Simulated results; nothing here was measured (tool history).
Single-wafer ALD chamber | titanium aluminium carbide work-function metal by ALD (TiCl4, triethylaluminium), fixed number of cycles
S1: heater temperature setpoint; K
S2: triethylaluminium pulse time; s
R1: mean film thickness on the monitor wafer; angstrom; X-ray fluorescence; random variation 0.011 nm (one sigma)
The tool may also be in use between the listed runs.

run 1 hour=0.0 | S1=568.15 S2=8.13 | R1=19.209
run 2 hour=5.3 | S1=564.15 S2=8.13 | R1=18.892
run 3 hour=9.0 | S1=564.15 S2=6.35 | R1=17.735
run 4 hour=14.5 | S1=569.15 S2=6.35 | R1=17.828
run 5 hour=18.0 | S1=571.15 S2=7.33 | R1=19.027
run 6 hour=22.5 | S1=571.15 S2=5.55 | R1=17.139
run 7 hour=28.8 | S1=573.15 S2=6.53 | R1=18.426

Forecast run 8:
run 8 hour=31.8 | S1=573.15 S2=6.53 | R1=?

{"run 8": {"R1": 18.377}}
